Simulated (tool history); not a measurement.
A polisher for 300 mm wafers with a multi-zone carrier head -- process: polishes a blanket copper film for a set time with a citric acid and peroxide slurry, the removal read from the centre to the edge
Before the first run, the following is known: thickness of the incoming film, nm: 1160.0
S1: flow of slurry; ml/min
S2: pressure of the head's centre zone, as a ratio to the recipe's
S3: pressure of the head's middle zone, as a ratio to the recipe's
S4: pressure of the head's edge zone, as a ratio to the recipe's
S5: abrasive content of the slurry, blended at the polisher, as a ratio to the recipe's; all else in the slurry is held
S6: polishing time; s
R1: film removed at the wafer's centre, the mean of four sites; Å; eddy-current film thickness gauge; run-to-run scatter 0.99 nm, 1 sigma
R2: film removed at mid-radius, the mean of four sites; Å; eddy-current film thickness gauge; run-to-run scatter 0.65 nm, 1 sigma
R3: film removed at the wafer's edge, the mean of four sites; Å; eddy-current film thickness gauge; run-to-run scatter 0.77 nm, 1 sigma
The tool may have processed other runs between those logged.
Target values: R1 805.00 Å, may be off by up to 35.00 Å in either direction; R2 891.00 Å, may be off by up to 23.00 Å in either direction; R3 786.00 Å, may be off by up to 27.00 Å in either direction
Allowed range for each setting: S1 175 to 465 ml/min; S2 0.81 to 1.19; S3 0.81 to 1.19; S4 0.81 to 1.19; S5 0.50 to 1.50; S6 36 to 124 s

run    day   S1    S2    S3    S4    S5  S6       R1       R2       R3
  1  0.000  295  1.00  1.00  1.00  1.00  79  1035.50  1071.30  1015.10
  2  0.304  295  0.99  1.00  0.98  0.90  78  1003.50  1004.00   950.17
  3  0.512  290  0.96  1.00  0.96  0.85  78   957.73   999.10   941.59
  4  0.583  290  0.96  1.00  0.96  0.85  85  1059.80  1083.60  1014.40
  5  0.725  290  0.94  1.00  0.94  0.80  84  1019.60  1047.00   955.24
  6  0.850  290  0.94  1.00  0.94  0.95  84  1055.10  1113.80  1008.00
  7  0.942  285  0.92  1.00  0.93  0.90  83  1022.30  1081.30   983.35
  8  1.008  285  0.91  1.01  0.92  0.85  82   988.15  1060.60   945.28

Below are 4 possible settings for the next run. Only one of them brings all results inside the allowed miss of their targets. Which is it?
  A  1.075  260  0.83  0.83  1.14  0.75  78   ?   ?   ?
  B  1.075  290  0.95  1.08  1.00  1.15  60   ?   ?   ?
  C  1.075  305  1.06  1.02  0.81  0.75  67   ?   ?   ?
  D  1.075  270  0.81  1.01  1.01  0.95  67   ?   ?   ?

move      R1      R2      R3
   A  827.04  824.09  964.67
   B  802.04  891.01  783.91
   C  879.65  850.49  719.06
   D  745.09  890.01  833.99
A: takes the result that was furthest off past its target
B: all results land within tolerance of their targets
C: takes the result that was furthest off past its target
D: brings the result that was furthest off to its target, and leaves another outside
B is the move that brings every result within its allowed miss.
